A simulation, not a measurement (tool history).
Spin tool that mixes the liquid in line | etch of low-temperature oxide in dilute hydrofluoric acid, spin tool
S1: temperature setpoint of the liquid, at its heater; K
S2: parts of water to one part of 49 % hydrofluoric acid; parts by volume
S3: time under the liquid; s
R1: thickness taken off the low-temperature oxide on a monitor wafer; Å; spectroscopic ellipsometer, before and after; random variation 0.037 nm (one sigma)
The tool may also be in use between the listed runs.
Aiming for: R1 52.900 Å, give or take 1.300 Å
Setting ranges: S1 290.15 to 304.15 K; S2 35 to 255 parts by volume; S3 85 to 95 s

run	hour	S1	S2	S3	R1
1	0.0	296.15	145	85	107.820
2	7.0	298.65	145	85	119.950
3	9.6	297.65	155	85	105.990
4	17.7	296.65	160	85	99.889
5	20.1	296.65	160	95	112.050
6	23.7	299.65	160	95	124.970
7	25.5	298.65	170	95	111.860
8	26.2	297.65	175	95	101.880
9	34.5	296.65	180	95	96.710
10	40.6	295.65	185	95	89.688
11	45.2	295.15	190	95	85.001
12	47.3	294.65	195	95	79.966

Below are 5 possible settings for the next run. Only one of them brings all results inside the allowed miss of their targets. Which is it?
A	49.4	293.15	240	85	?
B	49.4	296.65	160	95	?
C	49.4	293.15	105	95	?
D	49.4	294.65	110	95	?
E	49.4	293.65	160	90	?

move	R1
A	53.991
B	112.180
C	158.220
D	159.610
E	94.613
A: all results land within tolerance of their targets
B: its largest miss is bigger than the last run's
C: its largest miss is bigger than the last run's
D: its largest miss is bigger than the last run's
E: its largest miss is bigger than the last run's
Answer: A
